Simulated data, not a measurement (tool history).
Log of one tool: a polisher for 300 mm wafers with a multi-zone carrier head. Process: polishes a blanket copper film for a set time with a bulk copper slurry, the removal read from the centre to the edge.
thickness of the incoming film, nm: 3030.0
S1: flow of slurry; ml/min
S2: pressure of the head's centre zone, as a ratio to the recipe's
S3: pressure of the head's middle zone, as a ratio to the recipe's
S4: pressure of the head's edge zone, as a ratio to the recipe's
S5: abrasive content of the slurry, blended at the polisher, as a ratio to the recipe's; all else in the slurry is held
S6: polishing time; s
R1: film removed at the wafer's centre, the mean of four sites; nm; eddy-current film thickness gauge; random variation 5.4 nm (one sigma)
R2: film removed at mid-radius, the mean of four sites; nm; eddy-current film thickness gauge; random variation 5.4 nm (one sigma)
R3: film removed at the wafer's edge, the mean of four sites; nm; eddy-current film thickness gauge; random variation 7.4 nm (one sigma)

{"run": 1, "day": 0.0, "S1": 140, "S2": 1.0, "S3": 1.0, "S4": 1.0, "S5": 1.0, "S6": 67, "R1": 577.65, "R2": 553.6, "R3": 555.52}
{"run": 2, "day": 0.158, "S1": 140, "S2": 1.0, "S3": 1.0, "S4": 1.0, "S5": 0.8, "S6": 67, "R1": 538.84, "R2": 529.11, "R3": 541.6}
{"run": 3, "day": 0.433, "S1": 140, "S2": 1.0, "S3": 1.0, "S4": 1.04, "S5": 0.8, "S6": 67, "R1": 542.48, "R2": 536.11, "R3": 541.11}
{"run": 4, "day": 0.579, "S1": 130, "S2": 0.97, "S3": 0.97, "S4": 1.04, "S5": 0.8, "S6": 68, "R1": 518.7, "R2": 522.41, "R3": 539.58}
{"run": 5, "day": 0.812, "S1": 130, "S2": 0.97, "S3": 0.97, "S4": 1.09, "S5": 0.8, "S6": 68, "R1": 517.54, "R2": 511.98, "R3": 555.54}
{"run": 6, "day": 0.908, "S1": 130, "S2": 0.97, "S3": 0.97, "S4": 1.09, "S5": 0.8, "S6": 56, "R1": 428.54, "R2": 428.27, "R3": 452.32}

Run 7 comes next. What will it give?
{"run": 7, "day": 1.221, "S1": 135, "S2": 0.94, "S3": 0.96, "S4": 1.11, "S5": 0.85, "S6": 57, "R1": "?", "R2": "?", "R3": "?"}

{"run 7": {"R1": 427.25, "R2": 426.4, "R3": 479.02}}

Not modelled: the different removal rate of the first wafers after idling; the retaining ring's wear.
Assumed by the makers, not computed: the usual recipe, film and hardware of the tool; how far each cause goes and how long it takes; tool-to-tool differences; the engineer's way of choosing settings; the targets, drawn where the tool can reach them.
